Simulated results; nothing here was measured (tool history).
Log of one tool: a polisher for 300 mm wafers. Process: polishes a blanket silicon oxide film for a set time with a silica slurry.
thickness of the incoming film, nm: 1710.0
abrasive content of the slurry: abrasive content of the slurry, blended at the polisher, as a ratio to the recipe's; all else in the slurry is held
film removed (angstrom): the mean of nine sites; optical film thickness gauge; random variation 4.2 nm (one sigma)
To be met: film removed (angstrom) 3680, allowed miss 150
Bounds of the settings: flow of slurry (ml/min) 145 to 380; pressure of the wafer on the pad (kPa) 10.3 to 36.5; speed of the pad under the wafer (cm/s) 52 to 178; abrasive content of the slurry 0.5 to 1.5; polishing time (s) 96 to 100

run	hour	flow of slurry (ml/min)	pressure of the wafer on the pad (kPa)	speed of the pad under the wafer (cm/s)	abrasive content of the slurry	polishing time (s)	film removed (angstrom)
1	0	245	23.4	114	1	96	2604.1
2	0.7	245	23.4	136	1	96	3013.2
3	9.6	245	24.1	136	1	96	3048.4
4	12	245	24.8	136	1	96	3123.6
5	20.1	245	25.5	136	1	96	3277
6	25.6	245	25.5	112	1	96	2768.9
7	30.9	245	26.9	112	1	96	2921.2
8	37.3	245	28.3	112	1	96	3129
9	45.5	245	29	112	1	96	3184.7
10	53.8	245	29.6	112	1	96	3274.1
11	59.5	245	30.3	112	1	96	3312.8

Which of these 4 next moves meets every target?
A	65.2	205	30.3	96	0.9	100	?
B	65.2	255	32.4	110	1	100	?
C	65.2	220	26.2	116	1.15	96	?
D	65.2	245	30.3	116	0.95	97	?

move	film removed (angstrom)
A	2830
B	3594
C	3053.4
D	3325.6
A: further off than the last run
B: meets every target
C: further off than the last run
D: as far off as the last run
Move B is the one to make.
